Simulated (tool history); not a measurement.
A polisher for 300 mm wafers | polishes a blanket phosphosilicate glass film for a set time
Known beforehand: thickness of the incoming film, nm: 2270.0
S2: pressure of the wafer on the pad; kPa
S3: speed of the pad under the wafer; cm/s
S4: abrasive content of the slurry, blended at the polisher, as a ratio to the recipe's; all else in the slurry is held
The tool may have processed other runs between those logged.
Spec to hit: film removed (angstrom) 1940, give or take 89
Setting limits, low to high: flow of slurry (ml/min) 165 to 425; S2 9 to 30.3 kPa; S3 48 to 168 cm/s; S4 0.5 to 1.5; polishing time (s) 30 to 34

{"run": 1, "hour": 0.0, "flow of slurry (ml/min)": 275, "S2": 19.3, "S3": 108, "S4": 1, "polishing time (s)": 34, "film removed (angstrom)": 2967.4}
{"run": 2, "hour": 1.4, "flow of slurry (ml/min)": 275, "S2": 19.3, "S3": 120, "S4": 1, "polishing time (s)": 34, "film removed (angstrom)": 3310.2}
{"run": 3, "hour": 7.9, "flow of slurry (ml/min)": 275, "S2": 17.9, "S3": 120, "S4": 1, "polishing time (s)": 34, "film removed (angstrom)": 3055.6}
{"run": 4, "hour": 13.7, "flow of slurry (ml/min)": 230, "S2": 17.9, "S3": 120, "S4": 1, "polishing time (s)": 34, "film removed (angstrom)": 3027}
{"run": 5, "hour": 17.1, "flow of slurry (ml/min)": 230, "S2": 17.9, "S3": 120, "S4": 1.15, "polishing time (s)": 34, "film removed (angstrom)": 3188.4}
{"run": 6, "hour": 21.3, "flow of slurry (ml/min)": 230, "S2": 17.9, "S3": 120, "S4": 1.3, "polishing time (s)": 34, "film removed (angstrom)": 3375}
{"run": 7, "hour": 25.2, "flow of slurry (ml/min)": 230, "S2": 17.9, "S3": 120, "S4": 1.3, "polishing time (s)": 34, "film removed (angstrom)": 3366.1}
{"run": 8, "hour": 32.9, "flow of slurry (ml/min)": 230, "S2": 12.4, "S3": 104, "S4": 1.3, "polishing time (s)": 34, "film removed (angstrom)": 2263.9}
{"run": 9, "hour": 37.6, "flow of slurry (ml/min)": 230, "S2": 11.7, "S3": 104, "S4": 1.3, "polishing time (s)": 34, "film removed (angstrom)": 2109.7}

Of the 5 settings listed for the next run, only one would bring every result within its allowed miss of target. Which one?
{"run": "A", "hour": 42.3, "flow of slurry (ml/min)": 250, "S2": 11.7, "S3": 120, "S4": 1.35, "polishing time (s)": 34, "film removed (angstrom)": "?"}
{"run": "B", "hour": 42.3, "flow of slurry (ml/min)": 255, "S2": 10.3, "S3": 142, "S4": 1.35, "polishing time (s)": 33, "film removed (angstrom)": "?"}
{"run": "C", "hour": 42.3, "flow of slurry (ml/min)": 215, "S2": 11.7, "S3": 110, "S4": 1.4, "polishing time (s)": 34, "film removed (angstrom)": "?"}
{"run": "D", "hour": 42.3, "flow of slurry (ml/min)": 200, "S2": 13.1, "S3": 100, "S4": 1.35, "polishing time (s)": 30, "film removed (angstrom)": "?"}
{"run": "E", "hour": 42.3, "flow of slurry (ml/min)": 230, "S2": 11.7, "S3": 98, "S4": 1.25, "polishing time (s)": 30, "film removed (angstrom)": "?"}

move=A film_removed_(angstrom)=2424.7
move=B film_removed_(angstrom)=2437.5
move=C film_removed_(angstrom)=2248.4
move=D film_removed_(angstrom)=1966.8
move=E film_removed_(angstrom)=1745.8
A: the biggest miss grows against the last run
B: the biggest miss grows against the last run
C: the biggest miss grows against the last run
D: hits every target within its allowed miss
E: the result that was furthest off in the last run now lies on the other side of its target
The right move is D.
